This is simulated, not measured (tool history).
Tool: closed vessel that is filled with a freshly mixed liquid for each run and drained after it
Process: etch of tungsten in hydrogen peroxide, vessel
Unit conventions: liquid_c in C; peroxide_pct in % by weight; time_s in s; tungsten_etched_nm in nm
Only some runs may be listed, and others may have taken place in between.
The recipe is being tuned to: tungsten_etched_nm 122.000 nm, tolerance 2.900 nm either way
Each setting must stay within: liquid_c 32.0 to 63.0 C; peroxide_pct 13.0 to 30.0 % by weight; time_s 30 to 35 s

run  hour  liquid_c  peroxide_pct  time_s  tungsten_etched_nm
  1   0.0      47.0          25.0      35              71.969
  2   9.3      47.0          25.0      30              62.856
  3  15.4      42.5          25.0      30              46.492
  4  19.7      42.5          20.0      30              41.893
  5  21.5      45.5          20.0      30              50.606
  6  22.4      48.0          20.0      30              58.991
  7  26.0      50.0          20.0      30              66.735
  8  27.0      52.0          20.0      30              75.620

5 candidate next runs follow, results not yet known. Just one meets every target within its allowed miss. Identify it.
  A  28.0      42.0          14.0      30                   ?
  B  28.0      57.0          22.5      35                   ?
  C  28.0      57.0          20.5      35                   ?
  D  28.0      56.0          21.5      35                   ?
  E  28.0      41.5          15.0      30                   ?

move  tungsten_etched_nm
   A              34.141
   B             126.730
   C             120.960
   D             116.810
   E              34.220
A: lands further from the targets than the last run did
B: takes the result that was furthest off past its target
C: in spec on every target
D: better than the last run, though not everything is in spec
E: lands further from the targets than the last run did
Move C is the one to make.
